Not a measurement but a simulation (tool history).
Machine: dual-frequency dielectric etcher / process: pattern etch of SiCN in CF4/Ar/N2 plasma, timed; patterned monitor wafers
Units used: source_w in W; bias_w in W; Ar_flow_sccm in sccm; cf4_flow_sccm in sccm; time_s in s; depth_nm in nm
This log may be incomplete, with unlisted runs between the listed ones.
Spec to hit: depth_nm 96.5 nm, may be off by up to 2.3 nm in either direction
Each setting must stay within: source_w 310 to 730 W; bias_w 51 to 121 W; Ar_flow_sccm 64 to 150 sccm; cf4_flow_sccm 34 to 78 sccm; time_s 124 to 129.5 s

run,hour,source_w,bias_w,Ar_flow_sccm,cf4_flow_sccm,time_s,depth_nm
1,0,520,86,107,56,124,119.5
2,3.6,500,86,107,56,124,116.79
3,8.2,550,86,107,56,124,125.09
4,11.6,550,86,107,64,124,125.83
5,14.9,520,85,107,64,124,121.48
6,16.9,590,85,107,64,124,132.8
7,19.6,560,84,107,64,124,128.57
8,20.8,530,83,107,64,124,121.18
9,21.6,510,83,107,64,124,118.22
10,27.4,490,83,107,64,124,115.48
11,31.9,470,83,107,64,124,111.26
12,37.7,460,83,107,64,124,110
13,43.8,450,83,107,64,124,108
14,48.6,440,83,107,64,124,107.05

Pick the move, out of 4, that brings all results within their allowed miss; only one does.
A,53.4,330,89,100,75,129.5,?
B,53.4,470,91,117,56,127.5,?
C,53.4,380,62,115,78,125,?
D,53.4,420,76,111,65,125.5,?

move,depth_nm
A,95.417
B,114.14
C,91.49
D,101.58
A: hits every target within its allowed miss
B: moves away from the targets compared with the last run
C: takes the result that was furthest off past its target
D: better than the last run, though not everything is in spec
So the answer is move A, the one that meets all the targets.
